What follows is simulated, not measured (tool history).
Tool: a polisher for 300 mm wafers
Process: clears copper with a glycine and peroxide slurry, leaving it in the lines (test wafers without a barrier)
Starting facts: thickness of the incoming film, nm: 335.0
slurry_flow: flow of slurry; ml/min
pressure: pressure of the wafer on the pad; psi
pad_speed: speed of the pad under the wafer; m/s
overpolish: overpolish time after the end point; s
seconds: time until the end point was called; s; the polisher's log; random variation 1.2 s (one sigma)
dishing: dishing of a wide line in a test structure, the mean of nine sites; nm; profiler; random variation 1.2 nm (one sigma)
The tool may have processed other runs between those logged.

run,day,slurry_flow,pressure,pad_speed,overpolish,seconds,dishing
1,0.000,180,1.7,1.16,21,86.711,52.482
2,0.175,160,1.7,1.16,21,84.546,52.813
3,0.404,190,1.7,1.16,21,85.050,51.447
4,0.717,190,1.7,1.36,21,73.699,58.815
5,0.783,190,1.7,1.36,22,77.213,58.112
6,0.904,225,1.7,1.36,22,74.440,59.662
7,0.929,225,1.7,1.36,23,74.160,61.324
8,1.262,225,1.7,1.36,23,74.771,62.239
9,1.371,225,1.7,1.36,23,74.231,61.573
10,1.579,225,1.7,1.36,24,71.832,64.874

Run 11 comes next. What will it give?
11,1.921,225,1.7,1.36,25,?,?

seconds: 75.751 s
dishing: 65.769 nm
